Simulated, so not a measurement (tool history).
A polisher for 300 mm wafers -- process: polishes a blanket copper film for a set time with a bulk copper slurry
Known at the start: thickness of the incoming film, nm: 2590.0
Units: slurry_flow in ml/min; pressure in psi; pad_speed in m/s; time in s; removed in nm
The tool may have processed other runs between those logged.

run	hour	slurry_flow	pressure	pad_speed	slurry_solids	time	removed
1	0	285	3.1	1.26	1	48	617.03
2	4.7	285	3.5	1.26	1	48	701.6
3	10.4	355	3.5	1.26	1	48	693.36
4	12	380	3.5	1.26	1	48	713.35
5	18.2	380	3.5	0.98	1	48	589.6
6	25.2	380	3.5	0.98	1	44	528.18

Expected results for the next run?
7	27.9	380	3.6	0.98	1	44	?

removed: 545.29 nm
